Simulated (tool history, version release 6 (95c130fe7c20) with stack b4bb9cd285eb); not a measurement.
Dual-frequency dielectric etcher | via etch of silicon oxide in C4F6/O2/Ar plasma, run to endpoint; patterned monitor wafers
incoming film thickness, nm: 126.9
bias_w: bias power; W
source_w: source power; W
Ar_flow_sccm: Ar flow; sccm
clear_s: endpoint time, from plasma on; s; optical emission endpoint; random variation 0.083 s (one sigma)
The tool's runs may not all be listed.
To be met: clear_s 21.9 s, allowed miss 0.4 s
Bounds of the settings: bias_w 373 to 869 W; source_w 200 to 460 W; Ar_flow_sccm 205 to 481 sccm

run	day	bias_w	source_w	Ar_flow_sccm	clear_s
1	0	621	330	343	26.771
2	0.338	621	270	343	29.35
3	0.379	621	270	312	28.853
4	0.638	673	290	307	26.734
5	0.892	715	300	305	25.502
6	1.046	748	310	304	24.568
7	1.238	774	310	303	24.288
8	1.388	774	310	303	24.418
9	1.571	774	310	303	24.226
10	1.75	794	320	302	23.614
11	1.808	810	320	301	23.362
12	1.875	822	320	300	23.25
13	2.167	822	320	300	23.178

4 next moves are on the table. One of them brings every result within its allowed miss. Which?
A	2.458	860	390	331	?
B	2.458	869	370	274	?
C	2.458	869	370	288	?
D	2.458	869	350	322	?

move	clear_s
A	21.182
B	21.043
C	21.174
D	21.967
A: takes the result that was furthest off past its target
B: takes the result that was furthest off past its target
C: takes the result that was furthest off past its target
D: meets every target
Answer: D

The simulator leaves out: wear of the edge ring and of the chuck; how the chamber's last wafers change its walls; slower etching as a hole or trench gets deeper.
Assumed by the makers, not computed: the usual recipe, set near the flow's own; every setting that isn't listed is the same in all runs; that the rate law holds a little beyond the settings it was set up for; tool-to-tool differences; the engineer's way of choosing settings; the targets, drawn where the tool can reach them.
